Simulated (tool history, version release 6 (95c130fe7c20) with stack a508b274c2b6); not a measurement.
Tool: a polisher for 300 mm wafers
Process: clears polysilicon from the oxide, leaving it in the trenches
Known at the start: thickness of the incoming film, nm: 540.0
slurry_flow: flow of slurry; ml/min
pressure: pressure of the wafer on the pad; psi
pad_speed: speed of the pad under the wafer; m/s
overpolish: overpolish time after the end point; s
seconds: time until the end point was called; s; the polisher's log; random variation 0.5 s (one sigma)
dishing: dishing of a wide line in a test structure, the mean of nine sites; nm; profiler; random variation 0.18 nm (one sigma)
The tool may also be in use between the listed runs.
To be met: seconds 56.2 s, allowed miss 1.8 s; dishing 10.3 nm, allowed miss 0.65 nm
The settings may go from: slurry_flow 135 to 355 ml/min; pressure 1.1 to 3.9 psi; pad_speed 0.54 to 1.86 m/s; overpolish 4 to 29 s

run  hour  slurry_flow  pressure  pad_speed  overpolish  seconds  dishing
  1     0          225       2.5       1.18          15   35.195   10.365
  2   8.3          225       2.1       1.18          15   39.982   10.385
  3  10.3          225       2.1       1.18           9   40.138    10.47
  4  11.9          225       2.1       1.18           4   40.421   10.335
  5  16.4          225       1.8       1.18           4   45.986   10.084
  6  17.7          225       1.8       1.46           4   38.255   10.527
  7  18.2          220       1.6       1.42           4   41.989   10.247
  8  19.8          285       1.1       1.18           4    64.89   9.6938
  9  22.8          285       1.1       1.18           4   65.846   9.9123
 10    26          280       1.2       1.18           5   61.645   9.8764
 11  33.8          265       1.3       1.18           6   58.575   10.136
 12    40          260       1.3       1.18           6    58.88   10.059
 13  47.7          250       1.3       1.18           7   59.155   10.045
 14  51.8          240       1.3       1.18           8   58.913   10.579
 15  56.5          245       1.3       1.18           8   59.409   9.8323
 16  60.4          265       1.3       1.18           7    58.67   10.249

Which of these 5 next moves meets every target?
  A  64.3          245       1.4       1.08           4        ?        ?
  B  64.3          320       1.3        1.1          10        ?        ?
  C  64.3          260       1.1       1.26          20        ?        ?
  D  64.3          290       1.3       1.06           6        ?        ?
  E  64.3          240       1.5        1.1          10        ?        ?

move  seconds  dishing
   A   59.949   10.098
   B   60.714   10.627
   C   61.466   10.633
   D   63.489   10.479
   E   55.946    10.63
A: further off than the last run
B: further off than the last run
C: further off than the last run
D: further off than the last run
E: meets every target
Move E is the one to make.
